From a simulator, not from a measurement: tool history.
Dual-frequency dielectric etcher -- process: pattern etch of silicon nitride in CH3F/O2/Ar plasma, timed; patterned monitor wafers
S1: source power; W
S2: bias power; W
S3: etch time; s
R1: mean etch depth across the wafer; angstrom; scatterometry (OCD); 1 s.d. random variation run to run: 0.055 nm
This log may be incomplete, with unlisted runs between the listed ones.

| run | hour | S1 | S2 | S3 | R1 |
|---|---|---|---|---|---|
| 1 | 0.0 | 480 | 61 | 34.0 | 262.09 |
| 2 | 4.2 | 460 | 60 | 34.0 | 253.13 |
| 3 | 6.8 | 450 | 59 | 34.0 | 246.81 |
| 4 | 14.4 | 440 | 59 | 34.0 | 246.10 |
| 5 | 21.3 | 430 | 59 | 34.0 | 243.86 |
| 6 | 28.4 | 420 | 59 | 34.0 | 240.58 |
| 7 | 33.6 | 330 | 54 | 33.5 | 198.76 |

Expected results for the next run?
| 8 | 36.2 | 340 | 54 | 33.5 | ? |

R1: 202.20 angstrom

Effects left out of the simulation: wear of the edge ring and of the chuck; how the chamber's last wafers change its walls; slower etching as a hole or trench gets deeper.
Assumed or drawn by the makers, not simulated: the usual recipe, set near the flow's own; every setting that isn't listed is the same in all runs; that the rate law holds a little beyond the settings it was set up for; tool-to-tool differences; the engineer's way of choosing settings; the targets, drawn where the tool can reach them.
